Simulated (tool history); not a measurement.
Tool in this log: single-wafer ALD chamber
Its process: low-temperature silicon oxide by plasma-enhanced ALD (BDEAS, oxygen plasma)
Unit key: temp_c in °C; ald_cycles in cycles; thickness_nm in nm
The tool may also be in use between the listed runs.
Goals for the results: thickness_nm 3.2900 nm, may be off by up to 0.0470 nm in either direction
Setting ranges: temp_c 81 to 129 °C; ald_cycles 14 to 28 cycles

run,hour,temp_c,ald_cycles,thickness_nm
1,0.0,105,21,2.7968
2,7.6,115,21,2.7237
3,8.4,111,21,2.7398
4,10.8,111,19,2.4896
5,14.5,111,17,2.2192
6,23.1,102,17,2.2762
7,28.8,99,18,2.4305
8,35.6,97,19,2.5692
9,38.4,95,20,2.7460
10,42.2,95,20,2.7512
11,47.5,93,21,2.8968
12,50.2,92,21,2.9119
13,58.9,91,21,2.9177
14,63.2,90,21,2.9424
15,68.6,89,21,2.9575
16,74.1,88,21,2.9596
17,78.4,87,21,2.9680

Which of these 5 next moves meets every target?
A,82.7,81,22,?
B,82.7,88,25,?
C,82.7,90,20,?
D,82.7,91,25,?
E,82.7,85,23,?

move,thickness_nm
A,3.1827
B,3.5203
C,2.7942
D,3.4790
E,3.2767
A: closes in on the targets versus the last run, not all within tolerance yet
B: the result that was furthest off in the last run now lies on the other side of its target
C: misses by more than the last run did
D: the result that was furthest off in the last run now lies on the other side of its target
E: hits every target within its allowed miss
E meets every target.

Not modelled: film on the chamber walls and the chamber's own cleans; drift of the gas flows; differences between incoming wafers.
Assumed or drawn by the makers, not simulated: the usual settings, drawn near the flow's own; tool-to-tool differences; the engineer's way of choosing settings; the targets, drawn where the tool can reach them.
